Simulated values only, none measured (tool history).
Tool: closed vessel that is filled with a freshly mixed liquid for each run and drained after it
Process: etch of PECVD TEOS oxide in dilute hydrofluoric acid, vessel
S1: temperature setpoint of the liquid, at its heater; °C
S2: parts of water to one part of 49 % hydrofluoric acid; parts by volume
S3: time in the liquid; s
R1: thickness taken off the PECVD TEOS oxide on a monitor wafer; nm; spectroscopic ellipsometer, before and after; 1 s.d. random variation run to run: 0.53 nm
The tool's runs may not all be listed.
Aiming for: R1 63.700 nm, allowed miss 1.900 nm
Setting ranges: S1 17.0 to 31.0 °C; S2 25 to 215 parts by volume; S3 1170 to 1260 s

run,hour,S1,S2,S3,R1
1,0.0,23.0,120,1170,88.011
2,1.7,26.5,120,1170,100.520
3,4.3,26.5,85,1170,147.860
4,7.8,25.0,95,1170,121.830
5,10.6,23.5,100,1170,109.470
6,11.6,23.5,100,1260,116.630
7,16.5,22.5,105,1260,106.570
8,24.0,21.5,110,1260,97.886
9,27.1,20.5,115,1260,88.785

5 candidate next runs follow, results not yet known. Just one meets every target within its allowed miss. Identify it.
A,30.2,23.5,115,1260,?
B,30.2,22.5,140,1225,?
C,30.2,23.0,80,1260,?
D,30.2,17.5,140,1260,?
E,30.2,19.5,125,1195,?

move,R1
A,101.100
B,75.434
C,148.630
D,63.510
E,74.338
A: its largest miss is bigger than the last run's
B: an improvement on the last run, though not all results are within tolerance
C: its largest miss is bigger than the last run's
D: meets every target
E: an improvement on the last run, though not all results are within tolerance
Answer: D
